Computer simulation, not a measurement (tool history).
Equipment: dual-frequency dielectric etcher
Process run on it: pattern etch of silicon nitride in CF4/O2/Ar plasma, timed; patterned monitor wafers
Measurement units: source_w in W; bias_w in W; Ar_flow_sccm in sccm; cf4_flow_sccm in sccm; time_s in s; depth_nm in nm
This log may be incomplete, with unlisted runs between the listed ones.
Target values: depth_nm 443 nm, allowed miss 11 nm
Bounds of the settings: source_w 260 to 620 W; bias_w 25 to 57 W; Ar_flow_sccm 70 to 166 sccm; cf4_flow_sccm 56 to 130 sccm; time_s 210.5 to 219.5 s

run,hour,source_w,bias_w,Ar_flow_sccm,cf4_flow_sccm,time_s,depth_nm
1,0,440,41,118,93,210.5,339.43
2,0.8,440,41,118,109,210.5,343.17
3,7.1,470,41,118,109,210.5,372.14
4,9.6,470,41,118,125,210.5,374.48
5,17.2,470,41,126,125,210.5,373.94
6,25.6,470,35,126,125,210.5,359.65
7,34.6,490,35,126,125,210.5,375.33
8,37.8,510,35,126,125,210.5,397.11

Next run, 4 choices. One meets every target within its allowed miss, the rest don't. Which?
A,41,520,36,108,123,218,?
B,41,540,38,132,125,210.5,?
C,41,470,38,131,130,210.5,?
D,41,560,32,92,130,213,?

move,depth_nm
A,420.7
B,421.91
C,367.7
D,439.45
A: an improvement on the last run, though not all results are within tolerance
B: an improvement on the last run, though not all results are within tolerance
C: its largest miss is bigger than the last run's
D: in spec on every target
Go with D: it meets all targets.
